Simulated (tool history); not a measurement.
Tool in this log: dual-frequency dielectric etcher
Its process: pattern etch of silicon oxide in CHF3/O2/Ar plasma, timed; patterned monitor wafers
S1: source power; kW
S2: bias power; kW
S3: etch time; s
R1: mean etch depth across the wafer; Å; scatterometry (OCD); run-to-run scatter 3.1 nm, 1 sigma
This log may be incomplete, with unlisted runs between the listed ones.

Run 1, hour 0: S1 0.56 kW, S2 0.216 kW, S3 677.5 s. Result: R1 13739 Å.
Run 2, hour 1.5: S1 0.56 kW, S2 0.198 kW, S3 677.5 s. Result: R1 13338 Å.
Run 3, hour 3.4: S1 0.56 kW, S2 0.198 kW, S3 677.5 s. Result: R1 13385 Å.
Run 4, hour 7.4: S1 0.55 kW, S2 0.197 kW, S3 677.5 s. Result: R1 13184 Å.
Run 5, hour 11.1: S1 0.54 kW, S2 0.196 kW, S3 677.5 s. Result: R1 13086 Å.
Run 6, hour 16.5: S1 0.54 kW, S2 0.214 kW, S3 677.5 s. Result: R1 13533 Å.

What will run 7 give?
Run 7, hour 17.3: S1 0.54 kW, S2 0.214 kW, S3 677.5 s. Result: R1 ?.

Run 7 came out at R1 13449 Å.
